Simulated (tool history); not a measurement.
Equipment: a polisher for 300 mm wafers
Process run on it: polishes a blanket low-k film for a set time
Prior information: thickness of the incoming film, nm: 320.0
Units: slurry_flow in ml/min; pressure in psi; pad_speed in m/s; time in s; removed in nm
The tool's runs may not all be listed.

{"run": 1, "hour": 0.0, "slurry_flow": 165, "pressure": 2.3, "pad_speed": 0.94, "slurry_solids": 1.0, "time": 93, "removed": 35.71}
{"run": 2, "hour": 6.0, "slurry_flow": 165, "pressure": 1.7, "pad_speed": 0.94, "slurry_solids": 1.0, "time": 93, "removed": 26.567}
{"run": 3, "hour": 8.2, "slurry_flow": 165, "pressure": 1.7, "pad_speed": 0.72, "slurry_solids": 1.0, "time": 93, "removed": 21.18}
{"run": 4, "hour": 8.9, "slurry_flow": 165, "pressure": 1.9, "pad_speed": 0.72, "slurry_solids": 1.0, "time": 93, "removed": 24.219}
{"run": 5, "hour": 13.4, "slurry_flow": 180, "pressure": 2.4, "pad_speed": 0.72, "slurry_solids": 1.0, "time": 93, "removed": 29.82}
{"run": 6, "hour": 17.5, "slurry_flow": 180, "pressure": 2.4, "pad_speed": 0.88, "slurry_solids": 1.0, "time": 93, "removed": 35.272}

Predict the results of run 7:
{"run": 7, "hour": 24.7, "slurry_flow": 180, "pressure": 2.7, "pad_speed": 0.88, "slurry_solids": 1.0, "time": 93, "removed": "?"}

{"run 7": {"removed": 39.579}}
